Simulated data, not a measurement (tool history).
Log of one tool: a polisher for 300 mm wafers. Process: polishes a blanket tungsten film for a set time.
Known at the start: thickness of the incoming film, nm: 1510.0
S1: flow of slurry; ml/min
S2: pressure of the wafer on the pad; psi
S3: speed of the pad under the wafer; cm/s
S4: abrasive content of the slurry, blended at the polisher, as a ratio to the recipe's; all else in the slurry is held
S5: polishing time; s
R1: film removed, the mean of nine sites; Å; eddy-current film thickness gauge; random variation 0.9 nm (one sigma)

| run | hour | S1 | S2 | S3 | S4 | S5 | R1 |
|---|---|---|---|---|---|---|---|
| 1 | 0 | 195 | 3.2 | 118 | 1 | 47 | 1570 |
| 2 | 8.5 | 190 | 3 | 118 | 1 | 47 | 1456.4 |
| 3 | 16.2 | 185 | 2.9 | 118 | 1 | 47 | 1401.7 |
| 4 | 17.9 | 185 | 3.6 | 118 | 1 | 47 | 1743.2 |
| 5 | 19.7 | 185 | 3.6 | 132 | 1 | 47 | 1871.8 |
| 6 | 26.7 | 185 | 3.6 | 132 | 1 | 43 | 1716.5 |
| 7 | 33.1 | 180 | 3.4 | 132 | 1 | 43 | 1589.6 |

Forecast run 8:
| 8 | 42.2 | 170 | 3.3 | 132 | 1 | 43 | ? |

{"run 8": {"R1": 1557.7}}

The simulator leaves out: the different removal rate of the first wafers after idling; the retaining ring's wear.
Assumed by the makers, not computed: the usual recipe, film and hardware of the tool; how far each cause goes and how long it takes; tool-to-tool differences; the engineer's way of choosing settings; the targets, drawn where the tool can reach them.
